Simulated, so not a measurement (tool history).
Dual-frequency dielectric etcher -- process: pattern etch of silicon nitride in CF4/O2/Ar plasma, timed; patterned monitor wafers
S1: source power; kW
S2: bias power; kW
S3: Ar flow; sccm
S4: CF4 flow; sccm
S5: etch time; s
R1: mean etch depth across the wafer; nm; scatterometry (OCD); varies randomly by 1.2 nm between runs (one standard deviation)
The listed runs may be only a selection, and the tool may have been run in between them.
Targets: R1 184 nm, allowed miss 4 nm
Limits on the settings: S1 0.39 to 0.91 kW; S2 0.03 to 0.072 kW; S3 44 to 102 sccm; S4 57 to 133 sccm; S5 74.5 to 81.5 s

{"run": 1, "hour": 0.0, "S1": 0.65, "S2": 0.051, "S3": 73, "S4": 95, "S5": 81.5, "R1": 206.56}
{"run": 2, "hour": 2.3, "S1": 0.65, "S2": 0.051, "S3": 73, "S4": 107, "S5": 81.5, "R1": 211.95}
{"run": 3, "hour": 6.0, "S1": 0.63, "S2": 0.051, "S3": 73, "S4": 107, "S5": 81.5, "R1": 207.46}
{"run": 4, "hour": 13.6, "S1": 0.73, "S2": 0.051, "S3": 73, "S4": 107, "S5": 81.5, "R1": 229.08}
{"run": 5, "hour": 18.7, "S1": 0.7, "S2": 0.051, "S3": 73, "S4": 107, "S5": 81.5, "R1": 219.91}
{"run": 6, "hour": 25.3, "S1": 0.7, "S2": 0.051, "S3": 73, "S4": 107, "S5": 74.5, "R1": 202.27}
{"run": 7, "hour": 27.4, "S1": 0.69, "S2": 0.051, "S3": 73, "S4": 107, "S5": 74.5, "R1": 201.11}
{"run": 8, "hour": 33.8, "S1": 0.68, "S2": 0.051, "S3": 73, "S4": 107, "S5": 74.5, "R1": 199.62}
{"run": 9, "hour": 41.0, "S1": 0.67, "S2": 0.051, "S3": 73, "S4": 107, "S5": 74.5, "R1": 199.1}

Pick the move, out of 5, that brings all results within their allowed miss; only one does.
{"run": "A", "hour": 48.2, "S1": 0.65, "S2": 0.044, "S3": 71, "S4": 117, "S5": 74.5, "R1": "?"}
{"run": "B", "hour": 48.2, "S1": 0.67, "S2": 0.049, "S3": 56, "S4": 114, "S5": 76.5, "R1": "?"}
{"run": "C", "hour": 48.2, "S1": 0.64, "S2": 0.054, "S3": 76, "S4": 109, "S5": 81, "R1": "?"}
{"run": "D", "hour": 48.2, "S1": 0.5, "S2": 0.055, "S3": 69, "S4": 96, "S5": 79.5, "R1": "?"}
{"run": "E", "hour": 48.2, "S1": 0.5, "S2": 0.061, "S3": 84, "S4": 133, "S5": 77, "R1": "?"}

move=A R1=185.37
move=B R1=207.77
move=C R1=211.14
move=D R1=175.26
move=E R1=176.92
A: meets every target
B: lands further from the targets than the last run did
C: lands further from the targets than the last run did
D: carries the result that was furthest off beyond its target, to the other side
E: carries the result that was furthest off beyond its target, to the other side
A is the move that brings every result within its allowed miss.

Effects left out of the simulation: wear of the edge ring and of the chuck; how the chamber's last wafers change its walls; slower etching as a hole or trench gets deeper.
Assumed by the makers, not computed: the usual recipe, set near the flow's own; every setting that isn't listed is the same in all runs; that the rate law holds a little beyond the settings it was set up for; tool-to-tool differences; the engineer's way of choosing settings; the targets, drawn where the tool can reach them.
